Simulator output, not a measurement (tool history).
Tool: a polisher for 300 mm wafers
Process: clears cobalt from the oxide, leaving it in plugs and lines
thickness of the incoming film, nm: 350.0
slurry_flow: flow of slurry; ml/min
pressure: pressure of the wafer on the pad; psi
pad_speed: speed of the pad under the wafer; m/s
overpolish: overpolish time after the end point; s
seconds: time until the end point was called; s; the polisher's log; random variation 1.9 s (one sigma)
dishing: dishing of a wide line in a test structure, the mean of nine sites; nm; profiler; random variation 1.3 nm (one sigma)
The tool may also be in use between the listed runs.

Run 1, hour 0.0: slurry_flow 240 ml/min, pressure 1.9 psi, pad_speed 1.20 m/s, overpolish 17 s. Result: seconds 52.780 s, dishing 69.545 nm.
Run 2, hour 1.0: slurry_flow 240 ml/min, pressure 1.9 psi, pad_speed 1.20 m/s, overpolish 11 s. Result: seconds 52.739 s, dishing 52.625 nm.
Run 3, hour 2.6: slurry_flow 200 ml/min, pressure 1.9 psi, pad_speed 1.20 m/s, overpolish 11 s. Result: seconds 54.134 s, dishing 51.491 nm.
Run 4, hour 9.2: slurry_flow 255 ml/min, pressure 1.9 psi, pad_speed 1.20 m/s, overpolish 11 s. Result: seconds 53.643 s, dishing 51.075 nm.
Run 5, hour 17.2: slurry_flow 255 ml/min, pressure 1.9 psi, pad_speed 1.20 m/s, overpolish 14 s. Result: seconds 52.590 s, dishing 63.999 nm.
Run 6, hour 18.7: slurry_flow 255 ml/min, pressure 1.9 psi, pad_speed 1.46 m/s, overpolish 14 s. Result: seconds 44.926 s, dishing 67.301 nm.
Run 7, hour 24.5: slurry_flow 255 ml/min, pressure 1.6 psi, pad_speed 1.26 m/s, overpolish 17 s. Result: seconds 61.527 s, dishing 63.265 nm.
Run 8, hour 28.4: slurry_flow 255 ml/min, pressure 1.4 psi, pad_speed 1.18 m/s, overpolish 20 s. Result: seconds 70.845 s, dishing 62.381 nm.
Run 9, hour 30.5: slurry_flow 245 ml/min, pressure 0.9 psi, pad_speed 0.84 m/s, overpolish 28 s. Result: seconds 140.620 s, dishing 49.628 nm.

Forecast run 10:
Run 10, hour 36.1: slurry_flow 245 ml/min, pressure 1.0 psi, pad_speed 0.84 m/s, overpolish 29 s. Result: seconds ?, dishing ?.

seconds: 130.910 s
dishing: 54.391 nm
